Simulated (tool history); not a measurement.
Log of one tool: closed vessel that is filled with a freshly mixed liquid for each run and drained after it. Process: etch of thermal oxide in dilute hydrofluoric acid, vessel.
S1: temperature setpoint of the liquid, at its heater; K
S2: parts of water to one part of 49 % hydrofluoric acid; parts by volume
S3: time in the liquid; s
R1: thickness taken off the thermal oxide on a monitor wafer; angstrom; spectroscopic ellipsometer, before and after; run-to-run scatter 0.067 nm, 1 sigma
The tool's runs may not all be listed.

run	day	S1	S2	S3	R1
1	0.000	293.15	80	80	39.360
2	0.042	295.65	65	80	54.562
3	0.329	297.65	55	80	71.666
4	0.700	298.65	50	80	82.100
5	0.775	298.65	25	80	168.710
6	0.996	300.65	25	80	186.440
7	1.350	297.15	25	80	159.230
8	1.704	295.15	30	80	122.870
9	2.075	294.15	30	80	117.320
# day 2.371: hydrofluoric acid flow meter replaced
10	2.371	293.15	30	80	117.960
11	2.625	292.15	30	80	112.790
12	2.775	292.15	30	80	113.610
13	2.975	291.65	30	80	110.830

Run 14 has not been measured yet. What should we expect?
14	3.104	291.15	30	80	?

R1: 107.730 angstrom

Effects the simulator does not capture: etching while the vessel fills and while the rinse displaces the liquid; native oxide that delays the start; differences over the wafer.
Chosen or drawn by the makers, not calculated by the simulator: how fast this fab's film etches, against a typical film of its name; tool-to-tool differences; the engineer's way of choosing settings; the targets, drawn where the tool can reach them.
